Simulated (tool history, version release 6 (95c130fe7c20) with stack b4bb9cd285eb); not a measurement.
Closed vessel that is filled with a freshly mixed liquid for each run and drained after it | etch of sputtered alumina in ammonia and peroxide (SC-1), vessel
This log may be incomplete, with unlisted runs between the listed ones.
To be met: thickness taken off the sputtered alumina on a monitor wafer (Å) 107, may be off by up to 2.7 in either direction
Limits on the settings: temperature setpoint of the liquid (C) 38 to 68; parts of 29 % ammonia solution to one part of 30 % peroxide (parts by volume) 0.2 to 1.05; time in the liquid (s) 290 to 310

| run | hour | temperature setpoint of the liquid (C) | parts of 29 % ammonia solution to one part of 30 % peroxide (parts by volume) | time in the liquid (s) | thickness taken off the sputtered alumina on a monitor wafer (Å) |
|---|---|---|---|---|---|
| 1 | 0 | 52 | 0.55 | 290 | 188.64 |
| 2 | 3.2 | 57 | 0.55 | 290 | 243.79 |
| 3 | 4 | 57 | 0.75 | 290 | 251.12 |
| 4 | 6.3 | 57 | 0.65 | 290 | 249.39 |
| 5 | 7.8 | 54 | 0.65 | 290 | 212.4 |
| 6 | 11.3 | 51 | 0.65 | 290 | 181.7 |
| 7 | 17.2 | 48.5 | 0.65 | 290 | 157.39 |
| 8 | 24.2 | 47 | 0.65 | 290 | 146.09 |
| 9 | 29 | 45.5 | 0.65 | 290 | 133.45 |
|  | 33 | ammonia flow meter replaced |
| 10 | 33 | 44.5 | 0.65 | 290 | 125.05 |
| 11 | 35.5 | 44 | 0.65 | 290 | 120.1 |
| 12 | 38.8 | 43.5 | 0.65 | 290 | 117.23 |
| 13 | 44.9 | 43 | 0.65 | 290 | 114.64 |
| 14 | 49.8 | 42.5 | 0.65 | 290 | 111.01 |

4 candidate next runs follow, results not yet known. Just one meets every target within its allowed miss. Identify it.
| A | 54.7 | 43.5 | 0.65 | 290 | ? |
| B | 54.7 | 42 | 0.55 | 290 | ? |
| C | 54.7 | 43 | 0.75 | 290 | ? |
| D | 54.7 | 43.5 | 0.5 | 310 | ? |

| move | thickness taken off the sputtered alumina on a monitor wafer (Å) |
|---|---|
| A | 116.83 |
| B | 105.43 |
| C | 115.07 |
| D | 121.81 |
A: the biggest miss grows against the last run
B: hits every target within its allowed miss
C: the biggest miss grows against the last run
D: the biggest miss grows against the last run
The move that meets every target is B.

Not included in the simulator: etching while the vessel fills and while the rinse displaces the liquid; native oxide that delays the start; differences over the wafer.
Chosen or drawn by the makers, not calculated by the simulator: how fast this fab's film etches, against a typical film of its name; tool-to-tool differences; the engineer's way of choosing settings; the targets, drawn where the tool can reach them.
